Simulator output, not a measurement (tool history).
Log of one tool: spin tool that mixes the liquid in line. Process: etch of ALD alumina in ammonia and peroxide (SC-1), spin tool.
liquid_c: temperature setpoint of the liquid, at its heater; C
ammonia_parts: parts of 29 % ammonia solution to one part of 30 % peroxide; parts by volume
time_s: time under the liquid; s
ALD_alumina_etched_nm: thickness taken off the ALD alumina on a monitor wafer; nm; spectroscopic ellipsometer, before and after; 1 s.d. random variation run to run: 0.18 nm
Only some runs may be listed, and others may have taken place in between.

{"run": 1, "hour": 0.0, "liquid_c": 58.0, "ammonia_parts": 0.6, "time_s": 310, "ALD_alumina_etched_nm": 26.785}
{"run": 2, "hour": 4.3, "liquid_c": 58.0, "ammonia_parts": 0.45, "time_s": 310, "ALD_alumina_etched_nm": 25.987}
{"run": 3, "hour": 7.1, "liquid_c": 61.0, "ammonia_parts": 0.45, "time_s": 310, "ALD_alumina_etched_nm": 30.657}
{"run": 4, "hour": 16.0, "liquid_c": 61.0, "ammonia_parts": 0.45, "time_s": 310, "ALD_alumina_etched_nm": 30.294}
{"run": 5, "hour": 18.7, "liquid_c": 62.5, "ammonia_parts": 0.45, "time_s": 310, "ALD_alumina_etched_nm": 32.834}
{"run": 6, "hour": 26.0, "liquid_c": 65.0, "ammonia_parts": 0.45, "time_s": 310, "ALD_alumina_etched_nm": 36.943}
{"run": 7, "hour": 27.7, "liquid_c": 65.5, "ammonia_parts": 0.45, "time_s": 310, "ALD_alumina_etched_nm": 38.332}
{"run": 8, "hour": 28.9, "liquid_c": 65.5, "ammonia_parts": 0.45, "time_s": 310, "ALD_alumina_etched_nm": 38.029}
{"run": 9, "hour": 32.3, "liquid_c": 66.0, "ammonia_parts": 0.45, "time_s": 310, "ALD_alumina_etched_nm": 38.852}
{"run": 10, "hour": 34.2, "liquid_c": 66.5, "ammonia_parts": 0.45, "time_s": 310, "ALD_alumina_etched_nm": 40.058}

Expected results for the next run?
{"run": 11, "hour": 36.4, "liquid_c": 67.0, "ammonia_parts": 0.45, "time_s": 310, "ALD_alumina_etched_nm": "?"}

ALD_alumina_etched_nm: 40.568 nm
